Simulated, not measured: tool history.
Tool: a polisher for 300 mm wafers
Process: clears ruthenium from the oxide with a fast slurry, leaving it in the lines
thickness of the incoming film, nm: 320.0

| run | hour | flow of slurry (ml/min) | pressure of the wafer on the pad (psi) | speed of the pad under the wafer (cm/s) | abrasive content of the slurry | overpolish time after the end point (s) | time until the end point was called (s) | dishing of a wide line in a test structure (Å) |
|---|---|---|---|---|---|---|---|---|
| 1 | 0.0 | 200 | 2.5 | 76 | 1.00 | 24 | 113.70 | 556.56 |
| 2 | 4.2 | 200 | 2.3 | 76 | 1.00 | 25 | 122.09 | 539.43 |
| 3 | 9.4 | 200 | 2.1 | 76 | 1.00 | 26 | 136.78 | 494.29 |
| 4 | 16.2 | 200 | 2.1 | 76 | 0.95 | 26 | 136.21 | 490.33 |
| 5 | 17.2 | 200 | 2.1 | 66 | 0.95 | 26 | 156.26 | 450.53 |
| 6 | 25.6 | 200 | 2.0 | 66 | 0.95 | 27 | 167.34 | 422.03 |

Run 7 comes next. What will it give?
| 7 | 30.4 | 200 | 2.0 | 66 | 0.95 | 28 | ? | ? |

{"run 7": {"time until the end point was called (s)": 163.48, "dishing of a wide line in a test structure (Å)": 432.64}}
